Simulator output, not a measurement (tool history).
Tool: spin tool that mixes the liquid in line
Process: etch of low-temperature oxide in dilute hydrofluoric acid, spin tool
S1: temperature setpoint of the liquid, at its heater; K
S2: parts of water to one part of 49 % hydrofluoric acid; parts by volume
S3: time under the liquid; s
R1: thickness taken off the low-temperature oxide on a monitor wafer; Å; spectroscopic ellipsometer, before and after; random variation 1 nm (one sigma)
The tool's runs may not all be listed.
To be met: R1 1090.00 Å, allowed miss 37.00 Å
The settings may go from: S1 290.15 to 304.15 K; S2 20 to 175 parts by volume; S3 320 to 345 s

run	day	S1	S2	S3	R1
1	0.000	296.15	95	320	642.98
2	0.317	296.15	125	320	474.93
3	0.425	299.15	125	320	540.87
4	0.446	300.15	115	320	618.46
5	0.592	300.15	135	320	509.25
6	0.662	300.15	150	320	447.10
7	0.921	304.15	110	325	763.62
8	0.971	304.15	100	325	856.83
9	1.317	304.15	95	325	900.02
10	1.379	304.15	90	325	959.00
11	1.421	304.15	85	325	1041.00

4 next moves are on the table. One of them brings every result within its allowed miss. Which?
A	1.462	303.65	85	330	?
B	1.462	302.15	80	345	?
C	1.462	304.15	90	345	?
D	1.462	303.15	85	320	?

move	R1
A	1009.30
B	1066.40
C	1008.10
D	960.34
A: further off than the last run
B: meets every target
C: further off than the last run
D: further off than the last run
Answer: B
